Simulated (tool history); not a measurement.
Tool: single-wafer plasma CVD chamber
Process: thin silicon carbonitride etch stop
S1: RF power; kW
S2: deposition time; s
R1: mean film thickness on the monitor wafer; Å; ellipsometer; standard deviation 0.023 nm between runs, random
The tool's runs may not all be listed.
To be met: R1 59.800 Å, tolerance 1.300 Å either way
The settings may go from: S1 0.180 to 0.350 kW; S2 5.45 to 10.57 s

run 1 day=0.000 | S1=0.265 S2=8.01 | R1=52.158
run 2 day=0.188 | S1=0.275 S2=8.13 | R1=53.840
run 3 day=0.417 | S1=0.275 S2=7.01 | R1=46.148
run 4 day=0.558 | S1=0.285 S2=7.29 | R1=48.578
run 5 day=0.721 | S1=0.305 S2=7.29 | R1=49.324
run 6 day=0.829 | S1=0.310 S2=7.53 | R1=51.181
run 7 day=1.150 | S1=0.315 S2=7.72 | R1=53.056
run 8 day=1.171 | S1=0.320 S2=7.85 | R1=53.542
run 9 day=1.442 | S1=0.320 S2=8.00 | R1=54.829
run 10 day=1.546 | S1=0.325 S2=8.11 | R1=55.817
run 11 day=1.671 | S1=0.325 S2=8.20 | R1=56.157
run 12 day=2.008 | S1=0.325 S2=8.28 | R1=57.132
run 13 day=2.212 | S1=0.325 S2=8.33 | R1=57.672
run 14 day=2.458 | S1=0.325 S2=8.37 | R1=57.747
run 15 day=2.488 | S1=0.325 S2=8.41 | R1=57.755
run 16 day=2.650 | S1=0.325 S2=8.45 | R1=58.318
run 17 day=2.929 | S1=0.325 S2=8.47 | R1=58.073

Pick the move, out of 5, that brings all results within their allowed miss; only one does.
run A day=3.208 | S1=0.315 S2=8.23 | R1=?
run B day=3.208 | S1=0.305 S2=8.39 | R1=?
run C day=3.208 | S1=0.310 S2=8.43 | R1=?
run D day=3.208 | S1=0.275 S2=8.80 | R1=?
run E day=3.208 | S1=0.330 S2=8.72 | R1=?

move=A R1=56.058
move=B R1=56.637
move=C R1=57.165
move=D R1=57.723
move=E R1=60.173
A: misses by more than the last run did
B: misses by more than the last run did
C: misses by more than the last run did
D: misses by more than the last run did
E: meets every target
E is the move that brings every result within its allowed miss.

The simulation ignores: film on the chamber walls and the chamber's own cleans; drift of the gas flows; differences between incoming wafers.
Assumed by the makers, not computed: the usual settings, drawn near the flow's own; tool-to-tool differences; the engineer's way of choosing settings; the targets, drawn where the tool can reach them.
